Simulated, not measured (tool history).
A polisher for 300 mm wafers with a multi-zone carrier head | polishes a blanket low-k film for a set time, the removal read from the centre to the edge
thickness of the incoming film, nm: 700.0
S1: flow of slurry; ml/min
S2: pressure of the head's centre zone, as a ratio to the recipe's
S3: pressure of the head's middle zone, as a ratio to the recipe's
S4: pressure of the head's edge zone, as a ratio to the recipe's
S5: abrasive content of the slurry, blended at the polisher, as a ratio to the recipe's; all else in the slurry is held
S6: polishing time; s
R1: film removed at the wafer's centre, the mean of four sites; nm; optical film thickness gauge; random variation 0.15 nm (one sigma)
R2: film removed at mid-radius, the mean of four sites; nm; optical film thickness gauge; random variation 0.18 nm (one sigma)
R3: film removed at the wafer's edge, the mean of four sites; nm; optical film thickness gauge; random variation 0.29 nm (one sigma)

run,hour,S1,S2,S3,S4,S5,S6,R1,R2,R3
1,0,280,1,1,1,1,50,21.659,22.069,22.274
2,7.4,290,1.01,1,1.03,1,50,21.664,22.233,22.693
3,8.6,290,1.06,1,1.03,1,50,22.533,22.065,22.279
4,9.6,295,1.06,1,1.05,1.05,50,23.128,22.793,23.471
5,10.4,295,1.06,1,1.05,1.15,50,23.831,23.15,24.261
6,11.7,300,1.06,1,1.06,1.15,50,23.832,23.439,24.711
7,13.6,305,1.06,1,1.07,1.15,50,24.034,23.616,24.47
8,14.6,305,1.06,1,1.08,1.15,50,23.91,23.231,24.507

Forecast run 9:
9,22.8,305,1.06,1,1.09,1.15,50,?,?,?

R1: 24.101 nm
R2: 23.161 nm
R3: 24.755 nm

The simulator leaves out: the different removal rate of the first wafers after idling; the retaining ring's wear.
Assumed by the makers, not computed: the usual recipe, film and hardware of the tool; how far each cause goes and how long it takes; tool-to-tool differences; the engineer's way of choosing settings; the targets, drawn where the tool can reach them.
